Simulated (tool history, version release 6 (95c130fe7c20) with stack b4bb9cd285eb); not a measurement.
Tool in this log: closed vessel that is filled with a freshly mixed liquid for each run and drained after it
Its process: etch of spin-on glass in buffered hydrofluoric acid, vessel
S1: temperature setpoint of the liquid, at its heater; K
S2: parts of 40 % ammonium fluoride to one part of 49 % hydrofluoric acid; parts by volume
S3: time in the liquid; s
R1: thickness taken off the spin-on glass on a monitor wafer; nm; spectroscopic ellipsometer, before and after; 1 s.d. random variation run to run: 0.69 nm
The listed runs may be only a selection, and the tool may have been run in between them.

run 1 day=0.000 | S1=293.15 S2=17.0 S3=95 | R1=172.91
run 2 day=0.083 | S1=293.15 S2=21.0 S3=95 | R1=142.67
run 3 day=0.433 | S1=293.15 S2=21.0 S3=95 | R1=144.38
run 4 day=0.579 | S1=292.65 S2=21.0 S3=95 | R1=139.85
run 5 day=0.742 | S1=294.15 S2=21.0 S3=95 | R1=151.29
run 6 day=0.996 | S1=294.15 S2=17.5 S3=95 | R1=180.06
run 7 day=1.379 | S1=293.65 S2=18.0 S3=95 | R1=167.61
run 8 day=1.596 | S1=293.15 S2=18.5 S3=95 | R1=160.38
run 9 day=1.779 | S1=292.65 S2=19.0 S3=95 | R1=152.19

Run 10 comes next. What will it give?
run 10 day=1.996 | S1=290.15 S2=22.0 S3=95 | R1=?

{"run 10": {"R1": 117.32}}
